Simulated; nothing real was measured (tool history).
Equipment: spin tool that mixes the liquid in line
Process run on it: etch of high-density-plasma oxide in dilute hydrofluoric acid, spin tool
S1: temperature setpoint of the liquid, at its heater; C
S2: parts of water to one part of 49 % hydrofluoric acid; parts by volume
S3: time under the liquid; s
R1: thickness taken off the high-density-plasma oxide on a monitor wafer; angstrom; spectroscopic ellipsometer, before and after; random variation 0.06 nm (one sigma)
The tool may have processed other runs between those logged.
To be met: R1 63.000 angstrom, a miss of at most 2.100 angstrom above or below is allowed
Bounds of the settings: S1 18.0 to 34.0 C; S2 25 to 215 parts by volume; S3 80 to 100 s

run,hour,S1,S2,S3,R1
1,0.0,26.0,120,100,42.983
2,2.6,28.0,120,100,46.401
3,9.2,29.0,120,100,48.351
4,13.5,29.0,145,100,38.106
5,16.8,30.0,140,100,41.011
6,23.7,30.5,135,100,44.141
7,29.3,31.0,130,100,46.321
8,33.1,34.0,100,100,71.064
9,39.8,33.5,100,100,70.070
10,42.2,33.0,100,100,68.340

Below are 4 possible settings for the next run. Only one of them brings all results inside the allowed miss of their targets. Which is it?
A,44.6,31.0,85,100,?
B,44.6,31.5,85,80,?
C,44.6,33.0,80,80,?
D,44.6,33.5,85,80,?

move,R1
A,76.068
B,62.008
C,70.214
D,66.791
A: further off than the last run
B: every result lands within tolerance
C: further off than the last run
D: nearer than the last run, and not there yet
B is the move that brings every result within its allowed miss.
